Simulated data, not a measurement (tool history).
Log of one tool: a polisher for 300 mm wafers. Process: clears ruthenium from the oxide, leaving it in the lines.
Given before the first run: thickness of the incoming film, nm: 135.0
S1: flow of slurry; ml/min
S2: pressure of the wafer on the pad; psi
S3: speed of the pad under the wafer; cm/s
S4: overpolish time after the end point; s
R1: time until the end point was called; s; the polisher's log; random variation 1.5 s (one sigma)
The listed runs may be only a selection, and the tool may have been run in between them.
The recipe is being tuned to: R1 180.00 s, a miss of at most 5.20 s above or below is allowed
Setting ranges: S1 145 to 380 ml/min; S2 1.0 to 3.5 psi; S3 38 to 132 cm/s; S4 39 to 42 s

run  hour   S1   S2  S3  S4      R1
  1   0.0  245  2.2  84  39  118.03
  2   4.9  245  2.2  70  39  139.08
  3  10.5  275  2.2  70  39  138.75
  4  13.6  275  2.2  88  39  109.96
  5  18.8  275  1.7  88  39  142.09
  6  19.6  275  1.6  88  39  150.44
  7  21.5  275  1.5  88  39  158.25
  8  23.8  275  1.4  88  39  171.33
  9  28.9  270  1.4  88  39  171.24
 10  37.4  265  1.4  88  39  172.41
 11  45.4  260  1.4  88  39  174.27
 12  49.1  255  1.4  88  39  174.10
 13  50.1  250  1.4  88  39  173.08
 14  52.0  245  1.4  88  39  172.53
 15  53.2  240  1.3  88  39  185.42

Below are 4 possible settings for the next run. Only one of them brings all results inside the allowed miss of their targets. Which is it?
  A  54.4  285  1.4  78  42   ?
  B  54.4  240  1.3  90  39   ?
  C  54.4  250  1.4  78  42   ?
  D  54.4  245  1.5  74  39   ?

move      R1
   A  192.99
   B  183.27
   C  195.40
   D  192.88
A: its largest miss is bigger than the last run's
B: every result lands within tolerance
C: its largest miss is bigger than the last run's
D: its largest miss is bigger than the last run's
The move that meets every target is B.
